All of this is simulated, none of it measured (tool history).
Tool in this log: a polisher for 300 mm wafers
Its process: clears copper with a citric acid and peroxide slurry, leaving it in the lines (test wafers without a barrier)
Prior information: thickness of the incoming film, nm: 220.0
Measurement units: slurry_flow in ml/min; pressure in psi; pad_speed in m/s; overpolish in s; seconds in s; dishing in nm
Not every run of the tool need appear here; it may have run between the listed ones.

Run 1, hour 0: slurry_flow 145 ml/min, pressure 2 psi, pad_speed 1.16 m/s, slurry_solids 1, overpolish 10 s. Result: seconds 147.87 s, dishing 9.8207 nm.
Run 2, hour 7.1: slurry_flow 145 ml/min, pressure 2 psi, pad_speed 1.16 m/s, slurry_solids 1.1, overpolish 10 s. Result: seconds 145.56 s, dishing 9.7526 nm.
Run 3, hour 9.5: slurry_flow 175 ml/min, pressure 2 psi, pad_speed 1.16 m/s, slurry_solids 1.1, overpolish 10 s. Result: seconds 139.96 s, dishing 9.7295 nm.
Run 4, hour 16.8: slurry_flow 160 ml/min, pressure 2 psi, pad_speed 1.16 m/s, slurry_solids 1.1, overpolish 10 s. Result: seconds 142.52 s, dishing 9.8739 nm.
Run 5, hour 20.6: slurry_flow 175 ml/min, pressure 1.8 psi, pad_speed 1.18 m/s, slurry_solids 1.2, overpolish 8 s. Result: seconds 151.83 s, dishing 7.5747 nm.
Run 6, hour 27.4: slurry_flow 185 ml/min, pressure 1.8 psi, pad_speed 1.1 m/s, slurry_solids 1.25, overpolish 7 s. Result: seconds 157.26 s, dishing 6.3448 nm.
Run 7, hour 35.4: slurry_flow 195 ml/min, pressure 1.9 psi, pad_speed 0.96 m/s, slurry_solids 1.3, overpolish 6 s. Result: seconds 164.15 s, dishing 5.2576 nm.
Run 8, hour 42.2: slurry_flow 200 ml/min, pressure 2 psi, pad_speed 0.86 m/s, slurry_solids 1.35, overpolish 5 s. Result: seconds 167.64 s, dishing 4.2468 nm.

What does the tool deliver on the next run?
Run 9, hour 46: slurry_flow 225 ml/min, pressure 2.6 psi, pad_speed 0.54 m/s, slurry_solids 1.5, overpolish 3 s. Result: seconds ?, dishing ?.

seconds: 171.5 s
dishing: 2.5853 nm

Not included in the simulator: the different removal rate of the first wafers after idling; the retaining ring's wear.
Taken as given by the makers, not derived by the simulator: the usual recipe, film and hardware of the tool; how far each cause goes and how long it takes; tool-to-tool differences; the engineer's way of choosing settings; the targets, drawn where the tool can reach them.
